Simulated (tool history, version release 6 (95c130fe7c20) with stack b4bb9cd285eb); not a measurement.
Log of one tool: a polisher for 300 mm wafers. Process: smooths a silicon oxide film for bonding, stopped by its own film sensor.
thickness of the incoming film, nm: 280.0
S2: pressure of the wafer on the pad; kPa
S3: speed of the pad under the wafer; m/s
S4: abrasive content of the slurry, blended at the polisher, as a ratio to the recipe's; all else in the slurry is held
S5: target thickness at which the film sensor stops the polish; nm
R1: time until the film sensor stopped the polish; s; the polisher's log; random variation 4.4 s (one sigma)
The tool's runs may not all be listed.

Run 1, hour 0: flow of slurry (ml/min) 295, S2 9.7 kPa, S3 0.96 m/s, S4 1, S5 196 nm. Result: R1 156.03 s.
Run 2, hour 8.9: flow of slurry (ml/min) 295, S2 8.3 kPa, S3 0.94 m/s, S4 1, S5 196 nm. Result: R1 192.93 s.
Run 3, hour 14.9: flow of slurry (ml/min) 295, S2 7.6 kPa, S3 0.94 m/s, S4 1, S5 196 nm. Result: R1 212.06 s.
Run 4, hour 23.1: flow of slurry (ml/min) 295, S2 7.6 kPa, S3 1.18 m/s, S4 1, S5 196 nm. Result: R1 177.92 s.
Run 5, hour 30.6: flow of slurry (ml/min) 295, S2 6.9 kPa, S3 1.18 m/s, S4 1, S5 196 nm. Result: R1 199.13 s.
Run 6, hour 38.4: flow of slurry (ml/min) 295, S2 9 kPa, S3 1.18 m/s, S4 1, S5 196 nm. Result: R1 153.72 s.
Run 7, hour 42.8: flow of slurry (ml/min) 295, S2 7.6 kPa, S3 1.16 m/s, S4 1, S5 196 nm. Result: R1 180.67 s.
Run 8, hour 49.5: flow of slurry (ml/min) 295, S2 6.9 kPa, S3 1.16 m/s, S4 1, S5 196 nm. Result: R1 198.98 s.

The next listed run, before its measurement:
Run 9, hour 56.1: flow of slurry (ml/min) 295, S2 4.1 kPa, S3 1.12 m/s, S4 1, S5 196 nm. Result: R1 ?.

{"run 9": {"R1": 330.46}}

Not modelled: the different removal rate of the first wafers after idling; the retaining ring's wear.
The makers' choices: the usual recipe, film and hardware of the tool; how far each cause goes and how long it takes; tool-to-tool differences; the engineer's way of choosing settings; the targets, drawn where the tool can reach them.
